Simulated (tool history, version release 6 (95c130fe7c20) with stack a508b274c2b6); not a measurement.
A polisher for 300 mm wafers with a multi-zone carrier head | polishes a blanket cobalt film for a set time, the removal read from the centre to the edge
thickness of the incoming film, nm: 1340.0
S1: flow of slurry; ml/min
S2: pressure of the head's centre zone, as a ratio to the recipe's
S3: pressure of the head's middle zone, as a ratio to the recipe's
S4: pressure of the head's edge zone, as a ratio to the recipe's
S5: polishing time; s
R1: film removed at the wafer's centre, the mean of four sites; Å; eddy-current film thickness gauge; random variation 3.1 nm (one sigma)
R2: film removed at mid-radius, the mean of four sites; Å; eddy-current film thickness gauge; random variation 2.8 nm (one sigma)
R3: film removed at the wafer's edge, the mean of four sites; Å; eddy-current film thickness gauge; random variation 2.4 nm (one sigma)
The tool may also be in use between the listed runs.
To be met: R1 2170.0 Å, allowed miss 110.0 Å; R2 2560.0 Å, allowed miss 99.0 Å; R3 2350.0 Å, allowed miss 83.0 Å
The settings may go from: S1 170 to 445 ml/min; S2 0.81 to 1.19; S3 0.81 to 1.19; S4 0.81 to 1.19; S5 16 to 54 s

run	hour	S1	S2	S3	S4	S5	R1	R2	R3
1	0.0	285	1.00	1.00	1.00	35	2063.2	2055.6	2116.7
2	5.9	290	1.00	1.03	1.01	35	2057.1	2120.2	2146.9
3	6.4	325	1.00	1.03	1.01	35	2104.6	2138.1	2149.3
4	13.4	325	1.00	1.05	1.02	35	2123.6	2191.4	2209.0
5	20.7	380	1.00	1.05	1.02	35	2202.1	2243.5	2184.5
6	24.4	380	1.00	1.05	1.02	41	2581.6	2617.0	2595.3
7	26.1	375	0.98	1.05	1.00	41	2464.5	2578.2	2583.9
8	31.7	375	0.97	1.06	0.98	41	2489.1	2594.7	2558.9
9	33.4	375	0.96	1.07	0.97	41	2507.5	2566.5	2533.1
10	37.8	385	0.94	1.09	0.97	40	2324.4	2574.8	2498.6

Which of these 4 next moves meets every target?
A	42.2	410	0.86	1.09	1.05	40	?	?	?
B	42.2	395	0.90	1.03	1.01	42	?	?	?
C	42.2	430	1.10	1.16	0.88	39	?	?	?
D	42.2	300	0.96	1.19	1.04	38	?	?	?

move	R1	R2	R3
A	2131.3	2569.6	2598.0
B	2334.7	2576.6	2672.5
C	2674.3	2635.1	2334.0
D	2195.3	2539.5	2401.3
A: further off than the last run
B: further off than the last run
C: brings the result that was furthest off to its target, and leaves another outside
D: meets every target
The right move is D.
